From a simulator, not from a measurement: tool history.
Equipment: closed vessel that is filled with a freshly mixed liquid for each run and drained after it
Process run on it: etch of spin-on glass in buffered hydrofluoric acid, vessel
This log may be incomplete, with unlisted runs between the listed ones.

run,hour,temperature setpoint of the liquid (K),parts of 40 % ammonium fluoride to one part of 49 % hydrofluoric acid (parts by volume),time in the liquid (s),thickness taken off the spin-on glass on a monitor wafer (Å)
1,0,298.15,11.5,95,2335.1
2,7.5,296.65,11.5,95,2139.4
3,16.5,296.65,14.5,95,1687.1
4,19,298.15,13.5,95,2000.5
5,24.8,298.15,13.5,105,2169.4
6,27.9,296.15,13.5,105,1965
7,33,297.65,13,105,2231.5

Estimate the outcome of run 8 from the log above:
8,40.6,298.65,12.5,105,?

{"run 8": {"thickness taken off the spin-on glass on a monitor wafer (Å)": 2408.2}}

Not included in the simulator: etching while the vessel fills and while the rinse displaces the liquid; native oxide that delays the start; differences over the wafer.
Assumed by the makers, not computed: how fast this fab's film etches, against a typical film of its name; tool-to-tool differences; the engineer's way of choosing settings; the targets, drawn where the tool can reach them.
